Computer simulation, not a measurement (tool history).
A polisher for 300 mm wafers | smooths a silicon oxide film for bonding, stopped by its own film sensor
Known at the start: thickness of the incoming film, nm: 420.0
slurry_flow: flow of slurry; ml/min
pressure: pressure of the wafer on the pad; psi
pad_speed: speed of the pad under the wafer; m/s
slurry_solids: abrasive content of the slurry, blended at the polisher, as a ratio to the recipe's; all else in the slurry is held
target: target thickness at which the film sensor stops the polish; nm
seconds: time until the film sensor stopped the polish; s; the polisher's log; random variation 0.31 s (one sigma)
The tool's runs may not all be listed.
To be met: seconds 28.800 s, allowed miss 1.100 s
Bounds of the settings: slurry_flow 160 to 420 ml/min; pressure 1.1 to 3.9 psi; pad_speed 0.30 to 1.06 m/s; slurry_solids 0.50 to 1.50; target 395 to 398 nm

Run 1, hour 0.0: slurry_flow 270 ml/min, pressure 2.5 psi, pad_speed 0.68 m/s, slurry_solids 1.00, target 395 nm. Result: seconds 35.689 s.
Run 2, hour 6.5: slurry_flow 270 ml/min, pressure 2.5 psi, pad_speed 0.68 m/s, slurry_solids 1.00, target 395 nm. Result: seconds 35.720 s.
Run 3, hour 11.5: slurry_flow 270 ml/min, pressure 2.5 psi, pad_speed 0.68 m/s, slurry_solids 1.00, target 395 nm. Result: seconds 35.217 s.
Run 4, hour 12.1: slurry_flow 270 ml/min, pressure 2.6 psi, pad_speed 0.68 m/s, slurry_solids 1.00, target 395 nm. Result: seconds 33.513 s.
At hour 16.9: slurry nozzle cleaned.
Run 5, hour 16.9: slurry_flow 270 ml/min, pressure 2.6 psi, pad_speed 0.68 m/s, slurry_solids 1.00, target 395 nm. Result: seconds 33.227 s.
Run 6, hour 23.0: slurry_flow 270 ml/min, pressure 2.3 psi, pad_speed 0.68 m/s, slurry_solids 1.00, target 395 nm. Result: seconds 36.216 s.
Run 7, hour 31.9: slurry_flow 270 ml/min, pressure 2.6 psi, pad_speed 0.68 m/s, slurry_solids 1.00, target 395 nm. Result: seconds 32.605 s.
Run 8, hour 38.0: slurry_flow 270 ml/min, pressure 2.7 psi, pad_speed 0.68 m/s, slurry_solids 1.00, target 395 nm. Result: seconds 32.183 s.
Run 9, hour 39.0: slurry_flow 270 ml/min, pressure 2.8 psi, pad_speed 0.68 m/s, slurry_solids 1.00, target 395 nm. Result: seconds 30.915 s.
Run 10, hour 47.3: slurry_flow 270 ml/min, pressure 2.9 psi, pad_speed 0.68 m/s, slurry_solids 1.00, target 395 nm. Result: seconds 29.902 s.

Which of these 4 next moves meets every target?
Run A, hour 55.6: slurry_flow 305 ml/min, pressure 3.0 psi, pad_speed 0.68 m/s, slurry_solids 1.25, target 395 nm. Result: seconds ?.
Run B, hour 55.6: slurry_flow 270 ml/min, pressure 2.5 psi, pad_speed 0.72 m/s, slurry_solids 1.05, target 395 nm. Result: seconds ?.
Run C, hour 55.6: slurry_flow 315 ml/min, pressure 3.2 psi, pad_speed 0.54 m/s, slurry_solids 1.10, target 396 nm. Result: seconds ?.
Run D, hour 55.6: slurry_flow 255 ml/min, pressure 2.6 psi, pad_speed 0.78 m/s, slurry_solids 1.05, target 395 nm. Result: seconds ?.

move  seconds
   A   26.410
   B   31.571
   C   30.312
   D   28.820
A: takes the result that was furthest off past its target
B: further off than the last run
C: further off than the last run
D: meets every target
Answer: D

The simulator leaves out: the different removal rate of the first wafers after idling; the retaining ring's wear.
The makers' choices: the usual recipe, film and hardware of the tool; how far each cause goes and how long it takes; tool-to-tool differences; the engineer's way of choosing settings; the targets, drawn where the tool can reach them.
